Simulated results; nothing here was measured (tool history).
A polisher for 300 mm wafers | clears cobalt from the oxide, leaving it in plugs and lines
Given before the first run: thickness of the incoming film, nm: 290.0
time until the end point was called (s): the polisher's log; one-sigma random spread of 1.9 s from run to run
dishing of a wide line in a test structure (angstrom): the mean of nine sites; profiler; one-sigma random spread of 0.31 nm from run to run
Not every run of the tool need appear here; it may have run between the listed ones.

run	hour	flow of slurry (ml/min)	pressure of the wafer on the pad (psi)	speed of the pad under the wafer (m/s)	overpolish time after the end point (s)	time until the end point was called (s)	dishing of a wide line in a test structure (angstrom)
1	0.0	230	2.0	0.94	15	62.371	486.90
2	3.0	230	1.6	0.94	15	79.185	410.62
3	10.9	230	1.9	0.94	15	67.409	464.61
4	12.7	230	1.9	0.86	15	68.219	453.08
5	17.1	230	1.6	0.86	15	82.388	398.31
6	18.7	230	1.5	0.84	14	90.382	344.28
7	23.9	230	1.4	0.84	13	94.483	324.20
8	25.2	230	1.1	0.76	6	129.220	128.36
9	26.3	220	1.4	0.72	12	108.280	277.17
# hour 34.6: worn pad replaced by a new one
10	34.6	230	1.4	0.72	12	97.126	300.89
11	39.3	220	1.4	0.76	12	94.197	306.65
12	42.4	230	1.4	0.76	12	92.679	309.95
13	49.1	220	1.4	0.80	12	92.546	307.08
14	58.0	230	1.4	0.80	12	87.105	316.73
15	64.1	220	1.4	0.82	12	88.993	309.28
16	71.9	235	1.4	0.82	12	90.489	315.29
17	76.3	220	1.4	0.82	12	89.616	315.65
18	78.1	220	1.0	0.70	7	136.170	140.08
19	86.0	220	1.1	0.66	7	124.570	147.04
20	91.6	220	1.1	0.66	7	131.240	145.48
21	99.7	220	1.1	0.66	7	126.760	142.67

Run 22 is up next; what results do you expect?
22	101.3	220	1.1	0.68	8	?	?

Run 22 measured time until the end point was called (s) 122.480, dishing of a wide line in a test structure (angstrom) 171.58.

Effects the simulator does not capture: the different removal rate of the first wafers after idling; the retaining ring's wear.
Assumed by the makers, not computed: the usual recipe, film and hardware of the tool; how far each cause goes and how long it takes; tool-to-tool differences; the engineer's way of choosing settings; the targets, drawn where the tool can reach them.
